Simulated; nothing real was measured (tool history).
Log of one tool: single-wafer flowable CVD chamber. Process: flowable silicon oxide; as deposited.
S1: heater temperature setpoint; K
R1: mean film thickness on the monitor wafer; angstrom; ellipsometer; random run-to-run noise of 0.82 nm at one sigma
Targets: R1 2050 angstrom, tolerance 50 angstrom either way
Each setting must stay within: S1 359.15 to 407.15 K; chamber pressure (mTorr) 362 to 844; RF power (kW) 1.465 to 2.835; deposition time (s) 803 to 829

Run 1, day 0: S1 383.15 K, chamber pressure (mTorr) 603, RF power (kW) 2.15, deposition time (s) 803. Result: R1 2200.5 angstrom.
Run 2, day 0.183: S1 383.15 K, chamber pressure (mTorr) 603, RF power (kW) 2.15, deposition time (s) 803. Result: R1 2197.8 angstrom.
Run 3, day 0.412: S1 384.15 K, chamber pressure (mTorr) 603, RF power (kW) 2.15, deposition time (s) 803. Result: R1 2119.5 angstrom.
Run 4, day 0.75: S1 376.15 K, chamber pressure (mTorr) 603, RF power (kW) 2.15, deposition time (s) 803. Result: R1 2701.2 angstrom.
Run 5, day 0.825: S1 376.15 K, chamber pressure (mTorr) 603, RF power (kW) 2.15, deposition time (s) 829. Result: R1 2757.7 angstrom.
Run 6, day 0.867: S1 376.15 K, chamber pressure (mTorr) 603, RF power (kW) 2.15, deposition time (s) 829. Result: R1 2762.1 angstrom.
Run 7, day 1.008: S1 379.15 K, chamber pressure (mTorr) 602, RF power (kW) 2.15, deposition time (s) 829. Result: R1 2513.3 angstrom.
At day 1.338: thermocouple changed; heater temperature recalibrated.
Run 8, day 1.338: S1 381.15 K, chamber pressure (mTorr) 602, RF power (kW) 2.15, deposition time (s) 829. Result: R1 2598 angstrom.
Run 9, day 1.554: S1 384.15 K, chamber pressure (mTorr) 601, RF power (kW) 2.15, deposition time (s) 829. Result: R1 2379.1 angstrom.

Which single option among these 5 for the next run brings every result within its allowed miss of target? Just one does.
Run A, day 1.771: S1 390.15 K, chamber pressure (mTorr) 622, RF power (kW) 2.435, deposition time (s) 829. Result: R1 ?.
Run B, day 1.771: S1 384.15 K, chamber pressure (mTorr) 642, RF power (kW) 2.205, deposition time (s) 829. Result: R1 ?.
Run C, day 1.771: S1 388.15 K, chamber pressure (mTorr) 559, RF power (kW) 1.995, deposition time (s) 803. Result: R1 ?.
Run D, day 1.771: S1 392.15 K, chamber pressure (mTorr) 642, RF power (kW) 2.42, deposition time (s) 827. Result: R1 ?.
Run E, day 1.771: S1 380.15 K, chamber pressure (mTorr) 623, RF power (kW) 2.015, deposition time (s) 829. Result: R1 ?.

move      R1
   A    2118
   B  2535.4
   C  1880.7
   D  2060.2
   E  2712.4
A: nearer than the last run, and not there yet
B: lands further from the targets than the last run did
C: the result that was furthest off in the last run now lies on the other side of its target
D: all results in spec
E: lands further from the targets than the last run did
So the answer is move D, the one that meets all the targets.

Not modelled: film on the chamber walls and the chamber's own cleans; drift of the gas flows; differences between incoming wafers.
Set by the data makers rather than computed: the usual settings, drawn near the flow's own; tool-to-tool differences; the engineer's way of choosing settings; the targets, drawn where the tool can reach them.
